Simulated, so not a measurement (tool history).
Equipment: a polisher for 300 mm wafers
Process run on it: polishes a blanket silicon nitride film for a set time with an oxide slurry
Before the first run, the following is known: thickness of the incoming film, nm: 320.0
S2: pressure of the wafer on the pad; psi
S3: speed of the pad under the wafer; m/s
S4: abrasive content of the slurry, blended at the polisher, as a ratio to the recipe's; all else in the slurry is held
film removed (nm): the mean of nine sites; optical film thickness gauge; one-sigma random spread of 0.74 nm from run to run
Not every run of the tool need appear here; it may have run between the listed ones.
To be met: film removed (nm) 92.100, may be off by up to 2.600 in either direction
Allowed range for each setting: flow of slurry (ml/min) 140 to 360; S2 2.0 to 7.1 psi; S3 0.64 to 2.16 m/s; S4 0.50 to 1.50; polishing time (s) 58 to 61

{"run": 1, "hour": 0.0, "flow of slurry (ml/min)": 230, "S2": 4.5, "S3": 1.4, "S4": 1.0, "polishing time (s)": 58, "film removed (nm)": 41.739}
{"run": 2, "hour": 4.7, "flow of slurry (ml/min)": 230, "S2": 3.8, "S3": 1.4, "S4": 1.0, "polishing time (s)": 58, "film removed (nm)": 36.777}
{"run": 3, "hour": 7.7, "flow of slurry (ml/min)": 230, "S2": 3.8, "S3": 1.4, "S4": 1.0, "polishing time (s)": 58, "film removed (nm)": 37.233}
{"run": 4, "hour": 12.5, "flow of slurry (ml/min)": 200, "S2": 3.8, "S3": 1.4, "S4": 1.0, "polishing time (s)": 58, "film removed (nm)": 37.152}
{"run": 5, "hour": 15.8, "flow of slurry (ml/min)": 200, "S2": 3.8, "S3": 1.4, "S4": 1.2, "polishing time (s)": 58, "film removed (nm)": 39.322}
{"run": 6, "hour": 22.8, "flow of slurry (ml/min)": 255, "S2": 3.8, "S3": 1.4, "S4": 1.2, "polishing time (s)": 58, "film removed (nm)": 40.017}
{"run": 7, "hour": 30.6, "flow of slurry (ml/min)": 255, "S2": 4.3, "S3": 1.46, "S4": 1.2, "polishing time (s)": 58, "film removed (nm)": 44.517}
{"run": 8, "hour": 32.9, "flow of slurry (ml/min)": 270, "S2": 5.6, "S3": 1.84, "S4": 1.25, "polishing time (s)": 58, "film removed (nm)": 65.467}
{"hour": 40.6, "done": "conditioning disc replaced and pad reconditioned"}
{"run": 9, "hour": 40.6, "flow of slurry (ml/min)": 270, "S2": 5.8, "S3": 1.88, "S4": 1.25, "polishing time (s)": 58, "film removed (nm)": 115.0}

Next run, 5 choices. One meets every target within its allowed miss, the rest don't. Which?
{"run": "A", "hour": 48.3, "flow of slurry (ml/min)": 220, "S2": 4.9, "S3": 1.84, "S4": 1.4, "polishing time (s)": 58, "film removed (nm)": "?"}
{"run": "B", "hour": 48.3, "flow of slurry (ml/min)": 355, "S2": 5.7, "S3": 1.54, "S4": 1.45, "polishing time (s)": 58, "film removed (nm)": "?"}
{"run": "C", "hour": 48.3, "flow of slurry (ml/min)": 280, "S2": 7.0, "S3": 1.46, "S4": 0.85, "polishing time (s)": 58, "film removed (nm)": "?"}
{"run": "D", "hour": 48.3, "flow of slurry (ml/min)": 265, "S2": 5.0, "S3": 1.62, "S4": 1.4, "polishing time (s)": 59, "film removed (nm)": "?"}
{"run": "E", "hour": 48.3, "flow of slurry (ml/min)": 220, "S2": 5.3, "S3": 1.8, "S4": 1.3, "polishing time (s)": 58, "film removed (nm)": "?"}

move=A film_removed_(nm)=98.613
move=B film_removed_(nm)=103.530
move=C film_removed_(nm)=98.041
move=D film_removed_(nm)=93.592
move=E film_removed_(nm)=101.950
A: gains on the last run, yet a result remains outside its allowed miss
B: gains on the last run, yet a result remains outside its allowed miss
C: gains on the last run, yet a result remains outside its allowed miss
D: each result inside its tolerance
E: gains on the last run, yet a result remains outside its allowed miss
The right move is D.

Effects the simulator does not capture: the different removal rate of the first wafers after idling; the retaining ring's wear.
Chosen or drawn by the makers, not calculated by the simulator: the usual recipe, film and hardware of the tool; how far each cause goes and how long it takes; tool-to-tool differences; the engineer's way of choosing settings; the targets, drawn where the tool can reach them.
